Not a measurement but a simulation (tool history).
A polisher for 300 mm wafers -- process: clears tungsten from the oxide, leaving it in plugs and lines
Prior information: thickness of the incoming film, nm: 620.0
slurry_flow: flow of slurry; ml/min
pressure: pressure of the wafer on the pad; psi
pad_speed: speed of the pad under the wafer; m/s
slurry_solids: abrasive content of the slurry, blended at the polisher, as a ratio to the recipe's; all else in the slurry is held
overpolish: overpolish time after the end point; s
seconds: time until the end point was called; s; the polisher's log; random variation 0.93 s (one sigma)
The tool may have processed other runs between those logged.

run,hour,slurry_flow,pressure,pad_speed,slurry_solids,overpolish,seconds
1,0,170,4.5,1.32,1,15,89.927
2,3.1,170,4.5,1.32,1.2,15,85.488
3,8.7,170,4.5,1.32,1.2,15,87.641
4,10.5,170,5.2,1.34,1.2,15,75.601
5,18.7,170,5.2,1.34,1.35,15,72.96
6,25.4,170,5.2,1.34,1.2,15,77.14
7,32.3,170,5.8,1.38,1.2,15,68.55

Forecast run 8:
8,33.1,170,6.2,1.42,1.2,15,?

{"run 8": {"seconds": 59.33}}

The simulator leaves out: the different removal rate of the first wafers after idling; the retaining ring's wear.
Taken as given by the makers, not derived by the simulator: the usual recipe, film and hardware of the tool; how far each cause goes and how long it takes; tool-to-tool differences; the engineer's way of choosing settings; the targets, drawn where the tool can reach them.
